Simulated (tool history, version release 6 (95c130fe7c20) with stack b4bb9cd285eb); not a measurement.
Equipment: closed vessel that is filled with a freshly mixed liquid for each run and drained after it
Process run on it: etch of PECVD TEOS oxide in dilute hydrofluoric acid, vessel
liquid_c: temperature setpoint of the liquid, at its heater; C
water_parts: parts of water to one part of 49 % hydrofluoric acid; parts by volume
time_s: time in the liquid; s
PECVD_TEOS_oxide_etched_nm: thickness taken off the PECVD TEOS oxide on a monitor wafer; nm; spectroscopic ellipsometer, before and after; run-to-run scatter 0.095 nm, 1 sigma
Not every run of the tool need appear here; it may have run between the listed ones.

run 1 hour=0 | liquid_c=20 water_parts=140 time_s=30 | PECVD_TEOS_oxide_etched_nm=5.2562
run 2 hour=7 | liquid_c=20 water_parts=110 time_s=30 | PECVD_TEOS_oxide_etched_nm=6.873
run 3 hour=10.7 | liquid_c=20 water_parts=135 time_s=30 | PECVD_TEOS_oxide_etched_nm=5.4625
run 4 hour=13.5 | liquid_c=21.5 water_parts=120 time_s=30 | PECVD_TEOS_oxide_etched_nm=6.6135
run 5 hour=17.2 | liquid_c=22.5 water_parts=105 time_s=30 | PECVD_TEOS_oxide_etched_nm=8.1617
run 6 hour=18.8 | liquid_c=22.5 water_parts=140 time_s=30 | PECVD_TEOS_oxide_etched_nm=5.7946
run 7 hour=27.2 | liquid_c=23.5 water_parts=125 time_s=30 | PECVD_TEOS_oxide_etched_nm=6.9135
run 8 hour=33.2 | liquid_c=24.5 water_parts=110 time_s=30 | PECVD_TEOS_oxide_etched_nm=8.3711
run 9 hour=39.2 | liquid_c=25 water_parts=100 time_s=30 | PECVD_TEOS_oxide_etched_nm=9.4701
run 10 hour=44.1 | liquid_c=25.5 water_parts=90 time_s=30 | PECVD_TEOS_oxide_etched_nm=10.776
run 11 hour=52.8 | liquid_c=26 water_parts=85 time_s=30 | PECVD_TEOS_oxide_etched_nm=11.857
run 12 hour=54.7 | liquid_c=26.5 water_parts=80 time_s=30 | PECVD_TEOS_oxide_etched_nm=12.8

Expected results for the next run?
run 13 hour=62.9 | liquid_c=27 water_parts=75 time_s=30 | PECVD_TEOS_oxide_etched_nm=?

{"run 13": {"PECVD_TEOS_oxide_etched_nm": 14.075}}
